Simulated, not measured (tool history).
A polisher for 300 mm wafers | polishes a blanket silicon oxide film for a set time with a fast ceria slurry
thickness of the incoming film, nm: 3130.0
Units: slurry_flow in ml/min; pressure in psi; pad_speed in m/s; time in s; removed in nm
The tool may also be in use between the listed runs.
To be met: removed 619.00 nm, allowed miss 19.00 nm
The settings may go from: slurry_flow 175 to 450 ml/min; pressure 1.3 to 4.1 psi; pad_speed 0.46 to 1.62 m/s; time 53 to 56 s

run,hour,slurry_flow,pressure,pad_speed,time,removed
1,0.0,290,2.7,1.04,53,706.91
2,2.7,290,3.0,1.04,53,785.26
3,5.5,290,3.0,1.18,53,892.52
4,13.7,290,3.0,1.18,53,883.04
5,20.9,290,3.0,1.18,53,899.73
6,28.4,290,2.8,1.18,53,836.55
7,35.3,290,2.6,1.18,53,770.98
8,37.5,290,2.5,1.18,53,745.08
9,43.2,290,2.4,1.18,53,729.94
10,46.7,290,2.3,1.18,53,696.31

5 next moves are on the table. One of them brings every result within its allowed miss. Which?
A,50.2,245,1.8,1.26,53,?
B,50.2,310,2.1,1.14,53,?
C,50.2,270,2.0,1.12,53,?
D,50.2,305,2.4,0.94,53,?
E,50.2,175,2.5,1.22,53,?

move,removed
A,578.67
B,617.93
C,573.25
D,577.68
E,717.63
A: takes the result that was furthest off past its target
B: meets every target
C: takes the result that was furthest off past its target
D: takes the result that was furthest off past its target
E: further off than the last run
Answer: B
